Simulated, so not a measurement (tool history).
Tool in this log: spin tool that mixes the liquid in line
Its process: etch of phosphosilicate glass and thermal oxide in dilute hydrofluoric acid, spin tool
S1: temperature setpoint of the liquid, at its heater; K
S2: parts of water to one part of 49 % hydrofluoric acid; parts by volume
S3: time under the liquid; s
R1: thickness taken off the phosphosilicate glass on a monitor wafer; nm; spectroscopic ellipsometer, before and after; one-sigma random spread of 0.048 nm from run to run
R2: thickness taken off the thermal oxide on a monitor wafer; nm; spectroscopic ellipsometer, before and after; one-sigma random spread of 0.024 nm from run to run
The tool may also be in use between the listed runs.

run,hour,S1,S2,S3,R1,R2
1,0,294.15,165,30,20.432,0.60421
2,4.7,294.15,215,30,14.802,0.48175
3,12.9,293.65,215,30,14.658,0.43768
4,19.3,293.65,215,40,19.332,0.65446
5,23,293.15,220,40,18.595,0.54782
6,28.5,293.15,230,40,17.626,0.58797
7,37,290.15,265,40,13.142,0.45468

Run 8 comes next. What will it give?
8,39.2,290.65,270,40,?,?

{"run 8": {"R1": 13.105, "R2": 0.42347}}
